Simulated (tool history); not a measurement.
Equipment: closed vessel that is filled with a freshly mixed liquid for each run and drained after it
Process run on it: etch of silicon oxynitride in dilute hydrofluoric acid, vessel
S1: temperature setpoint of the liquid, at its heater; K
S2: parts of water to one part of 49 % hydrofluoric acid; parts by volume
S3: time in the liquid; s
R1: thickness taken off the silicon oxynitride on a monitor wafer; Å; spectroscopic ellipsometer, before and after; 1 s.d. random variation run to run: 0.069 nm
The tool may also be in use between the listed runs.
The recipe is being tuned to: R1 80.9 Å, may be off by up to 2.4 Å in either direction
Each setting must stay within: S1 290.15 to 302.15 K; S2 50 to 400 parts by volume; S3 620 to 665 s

Run 1, hour 0: S1 294.15 K, S2 225 parts by volume, S3 620 s. Result: R1 95.836 Å.
Run 2, hour 2.1: S1 293.65 K, S2 225 parts by volume, S3 620 s. Result: R1 92.611 Å.
Run 3, hour 9.1: S1 295.65 K, S2 225 parts by volume, S3 620 s. Result: R1 103.14 Å.
Run 4, hour 14.3: S1 294.65 K, S2 225 parts by volume, S3 620 s. Result: R1 98.435 Å.
Run 5, hour 23.5: S1 293.65 K, S2 225 parts by volume, S3 620 s. Result: R1 94.515 Å.
Run 6, hour 31.1: S1 293.65 K, S2 225 parts by volume, S3 665 s. Result: R1 100.21 Å.
Run 7, hour 35.5: S1 293.15 K, S2 225 parts by volume, S3 665 s. Result: R1 98.08 Å.
Run 8, hour 36.5: S1 292.65 K, S2 225 parts by volume, S3 665 s. Result: R1 95.44 Å.
Run 9, hour 44.7: S1 292.15 K, S2 225 parts by volume, S3 665 s. Result: R1 93.058 Å.
Run 10, hour 47.9: S1 291.65 K, S2 225 parts by volume, S3 665 s. Result: R1 92.768 Å.
Run 11, hour 51.1: S1 290.15 K, S2 245 parts by volume, S3 665 s. Result: R1 77.757 Å.

Exactly one of the 4 candidate moves below puts every result within its allowed miss. Which one?
Run A, hour 54.3: S1 290.65 K, S2 240 parts by volume, S3 655 s. Result: R1 ?.
Run B, hour 54.3: S1 291.15 K, S2 265 parts by volume, S3 665 s. Result: R1 ?.
Run C, hour 54.3: S1 292.15 K, S2 275 parts by volume, S3 665 s. Result: R1 ?.
Run D, hour 54.3: S1 290.15 K, S2 240 parts by volume, S3 640 s. Result: R1 ?.

move      R1
   A  80.118
   B  74.316
   C  74.525
   D  76.468
A: all results in spec
B: lands further from the targets than the last run did
C: lands further from the targets than the last run did
D: lands further from the targets than the last run did
Go with A: it meets all targets.

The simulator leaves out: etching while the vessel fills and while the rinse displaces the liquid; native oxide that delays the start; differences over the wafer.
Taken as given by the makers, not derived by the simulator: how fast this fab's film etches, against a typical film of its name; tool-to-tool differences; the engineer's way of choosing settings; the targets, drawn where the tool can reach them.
